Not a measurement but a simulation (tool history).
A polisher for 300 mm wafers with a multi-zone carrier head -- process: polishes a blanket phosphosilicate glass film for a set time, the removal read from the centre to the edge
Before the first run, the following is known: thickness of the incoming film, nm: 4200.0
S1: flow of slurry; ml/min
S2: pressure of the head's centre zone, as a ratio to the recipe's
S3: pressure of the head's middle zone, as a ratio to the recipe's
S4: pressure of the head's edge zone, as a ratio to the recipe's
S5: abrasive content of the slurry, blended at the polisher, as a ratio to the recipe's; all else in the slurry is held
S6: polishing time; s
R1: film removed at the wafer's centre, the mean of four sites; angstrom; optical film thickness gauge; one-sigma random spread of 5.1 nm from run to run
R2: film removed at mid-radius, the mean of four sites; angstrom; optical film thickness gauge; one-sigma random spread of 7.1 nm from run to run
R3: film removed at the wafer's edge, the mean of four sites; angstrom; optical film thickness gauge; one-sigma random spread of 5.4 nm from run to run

| run | hour | S1 | S2 | S3 | S4 | S5 | S6 | R1 | R2 | R3 |
|---|---|---|---|---|---|---|---|---|---|---|
| 1 | 0.0 | 235 | 1.00 | 1.00 | 1.00 | 1.00 | 69 | 4492.2 | 4499.1 | 4499.2 |
| 2 | 5.3 | 240 | 1.00 | 1.04 | 1.00 | 1.00 | 69 | 4523.1 | 4605.7 | 4554.5 |
| 3 | 6.4 | 240 | 1.05 | 1.04 | 1.00 | 1.00 | 69 | 4670.4 | 4638.1 | 4394.3 |
| 4 | 7.7 | 240 | 1.05 | 1.04 | 1.04 | 1.00 | 69 | 4798.7 | 4695.0 | 4572.8 |
| 5 | 8.6 | 240 | 1.05 | 1.04 | 1.04 | 1.00 | 79 | 5439.3 | 5412.6 | 5208.7 |
| 6 | 9.3 | 240 | 1.10 | 1.04 | 1.04 | 1.00 | 79 | 5594.3 | 5291.0 | 5255.1 |
| 7 | 18.2 | 235 | 1.07 | 1.06 | 1.02 | 1.00 | 79 | 5551.8 | 5419.3 | 5219.8 |

What will run 8 give?
| 8 | 21.7 | 240 | 1.05 | 1.08 | 1.00 | 0.95 | 79 | ? | ? | ? |

Run 8 measured R1 5338.6 angstrom, R2 5361.9 angstrom, R3 5010.7 angstrom.
